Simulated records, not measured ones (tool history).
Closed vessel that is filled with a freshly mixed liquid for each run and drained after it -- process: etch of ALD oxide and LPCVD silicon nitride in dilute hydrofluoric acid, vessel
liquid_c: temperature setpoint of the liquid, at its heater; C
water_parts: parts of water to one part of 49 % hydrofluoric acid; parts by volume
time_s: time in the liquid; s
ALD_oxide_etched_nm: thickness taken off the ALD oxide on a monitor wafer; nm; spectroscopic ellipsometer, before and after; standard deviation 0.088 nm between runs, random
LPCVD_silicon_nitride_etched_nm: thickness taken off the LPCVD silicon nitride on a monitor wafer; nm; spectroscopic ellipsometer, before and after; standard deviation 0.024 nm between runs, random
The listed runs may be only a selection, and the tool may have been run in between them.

run,hour,liquid_c,water_parts,time_s,ALD_oxide_etched_nm,LPCVD_silicon_nitride_etched_nm
1,0.0,21.0,115,115,17.241,0.43915
2,4.3,20.0,120,115,15.636,0.42010
3,10.5,19.5,120,115,15.565,0.41089
4,16.8,19.0,120,115,15.092,0.36895
5,19.7,19.0,90,115,20.801,0.53761
6,27.6,19.0,115,115,15.969,0.32656
7,33.3,20.0,120,115,15.778,0.38698
8,40.5,19.5,125,115,14.866,0.40211

What does the tool deliver on the next run?
9,47.6,19.0,125,115,?,?

{"run 9": {"ALD_oxide_etched_nm": 14.506, "LPCVD_silicon_nitride_etched_nm": 0.32603}}
